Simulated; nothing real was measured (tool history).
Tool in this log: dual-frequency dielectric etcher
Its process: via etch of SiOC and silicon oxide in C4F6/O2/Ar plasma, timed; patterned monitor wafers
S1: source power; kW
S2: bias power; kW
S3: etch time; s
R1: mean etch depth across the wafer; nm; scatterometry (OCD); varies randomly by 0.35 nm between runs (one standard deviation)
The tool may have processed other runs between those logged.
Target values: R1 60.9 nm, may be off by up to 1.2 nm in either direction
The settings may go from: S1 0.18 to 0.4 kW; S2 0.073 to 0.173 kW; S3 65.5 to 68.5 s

run 1 day=0 | S1=0.29 S2=0.123 S3=65.5 | R1=52.652
run 2 day=0.212 | S1=0.33 S2=0.123 S3=65.5 | R1=55.478
run 3 day=0.342 | S1=0.34 S2=0.124 S3=65.5 | R1=56.579
run 4 day=0.554 | S1=0.34 S2=0.106 S3=65.5 | R1=52.035
run 5 day=0.883 | S1=0.35 S2=0.11 S3=65.5 | R1=53.846
run 6 day=1.029 | S1=0.36 S2=0.113 S3=65.5 | R1=55.19
run 7 day=1.233 | S1=0.37 S2=0.115 S3=65.5 | R1=56.504
run 8 day=1.558 | S1=0.37 S2=0.117 S3=65.5 | R1=56.42
run 9 day=1.888 | S1=0.37 S2=0.119 S3=65.5 | R1=58.116
run 10 day=2.204 | S1=0.39 S2=0.12 S3=65.5 | R1=58.589
run 11 day=2.267 | S1=0.39 S2=0.121 S3=65.5 | R1=59.834
run 12 day=2.388 | S1=0.39 S2=0.121 S3=65.5 | R1=59.105

Of the 5 settings listed for the next run, only one would bring every result within its allowed miss of target. Which one?
run A day=2.508 | S1=0.39 S2=0.117 S3=68.5 | R1=?
run B day=2.508 | S1=0.4 S2=0.107 S3=66 | R1=?
run C day=2.508 | S1=0.35 S2=0.122 S3=66 | R1=?
run D day=2.508 | S1=0.36 S2=0.122 S3=66 | R1=?
run E day=2.508 | S1=0.36 S2=0.118 S3=67 | R1=?

move=A R1=60.889
move=B R1=56.83
move=C R1=57.312
move=D R1=57.953
move=E R1=57.924
A: meets every target
B: the biggest miss grows against the last run
C: the biggest miss grows against the last run
D: the biggest miss grows against the last run
E: the biggest miss grows against the last run
The move that meets every target is A.

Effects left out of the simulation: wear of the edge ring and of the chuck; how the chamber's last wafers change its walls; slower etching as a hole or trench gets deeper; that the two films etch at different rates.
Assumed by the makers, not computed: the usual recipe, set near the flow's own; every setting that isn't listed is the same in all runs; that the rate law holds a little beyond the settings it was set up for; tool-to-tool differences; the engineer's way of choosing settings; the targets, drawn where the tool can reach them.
